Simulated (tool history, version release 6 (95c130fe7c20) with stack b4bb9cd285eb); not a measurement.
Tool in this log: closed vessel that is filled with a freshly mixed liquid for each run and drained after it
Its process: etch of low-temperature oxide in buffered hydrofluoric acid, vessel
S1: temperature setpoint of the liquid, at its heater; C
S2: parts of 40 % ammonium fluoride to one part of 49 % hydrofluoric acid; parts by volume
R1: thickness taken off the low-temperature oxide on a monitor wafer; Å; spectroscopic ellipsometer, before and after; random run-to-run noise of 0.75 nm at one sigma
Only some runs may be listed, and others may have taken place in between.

run 1 hour=0 | S1=24 S2=16.5 time_in_the_liquid_(s)=30 | R1=523.01
run 2 hour=8.5 | S1=24 S2=21 time_in_the_liquid_(s)=30 | R1=422.35
run 3 hour=9.4 | S1=27 S2=21 time_in_the_liquid_(s)=30 | R1=502.09
run 4 hour=11.3 | S1=27 S2=21 time_in_the_liquid_(s)=30 | R1=496.9
run 5 hour=12.1 | S1=28 S2=20 time_in_the_liquid_(s)=30 | R1=539.35
run 6 hour=15.7 | S1=29 S2=19 time_in_the_liquid_(s)=30 | R1=600.8
run 7 hour=16.9 | S1=29.5 S2=18 time_in_the_liquid_(s)=30 | R1=644.3
run 8 hour=23.5 | S1=30 S2=17.5 time_in_the_liquid_(s)=30 | R1=687.54
run 9 hour=28.6 | S1=30.5 S2=17 time_in_the_liquid_(s)=30 | R1=704.83

Expected results for the next run?
run 10 hour=35.7 | S1=31 S2=16.5 time_in_the_liquid_(s)=30 | R1=?

R1: 761.4 Å

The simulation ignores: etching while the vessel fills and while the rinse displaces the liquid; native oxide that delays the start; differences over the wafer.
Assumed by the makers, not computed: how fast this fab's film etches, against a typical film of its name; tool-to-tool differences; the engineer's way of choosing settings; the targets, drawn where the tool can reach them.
